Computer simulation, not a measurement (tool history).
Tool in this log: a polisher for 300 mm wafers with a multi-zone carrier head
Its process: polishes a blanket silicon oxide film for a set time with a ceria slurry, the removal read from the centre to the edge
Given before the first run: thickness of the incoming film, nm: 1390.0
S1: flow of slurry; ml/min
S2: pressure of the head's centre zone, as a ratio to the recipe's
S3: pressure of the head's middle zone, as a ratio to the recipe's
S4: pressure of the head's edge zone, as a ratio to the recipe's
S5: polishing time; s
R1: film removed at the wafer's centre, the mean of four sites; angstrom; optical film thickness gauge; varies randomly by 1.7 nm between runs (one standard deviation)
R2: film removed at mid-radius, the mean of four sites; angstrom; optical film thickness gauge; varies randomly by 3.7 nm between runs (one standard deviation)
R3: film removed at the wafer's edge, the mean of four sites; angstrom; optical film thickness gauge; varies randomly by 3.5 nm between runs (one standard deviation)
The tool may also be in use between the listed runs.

run  hour   S1    S2    S3    S4  S5      R1      R2      R3
  1   0.0  305  1.00  1.00  1.00  39  2028.6  2024.1  2037.7
  2   4.9  305  0.95  1.00  1.00  39  1928.2  1987.7  2031.3
  3   9.8  345  0.95  1.00  1.00  39  1959.5  1995.4  2030.6
  4  10.4  330  0.97  1.00  1.02  40  2023.3  2163.2  2105.4
  5  14.3  330  0.97  0.95  1.02  40  2018.9  2015.4  2101.7
  6  22.7  320  0.99  0.94  1.04  41  2121.0  2094.1  2239.3
  7  29.6  320  1.01  0.94  1.06  41  2139.3  2099.7  2209.7
  8  34.5  315  1.02  0.94  1.07  42  2233.3  2133.6  2331.2

What does the tool deliver on the next run?
  9  37.8  315  1.03  0.95  1.08  42   ?   ?   ?

{"run 9": {"R1": 2233.1, "R2": 2075.5, "R3": 2307.9}}

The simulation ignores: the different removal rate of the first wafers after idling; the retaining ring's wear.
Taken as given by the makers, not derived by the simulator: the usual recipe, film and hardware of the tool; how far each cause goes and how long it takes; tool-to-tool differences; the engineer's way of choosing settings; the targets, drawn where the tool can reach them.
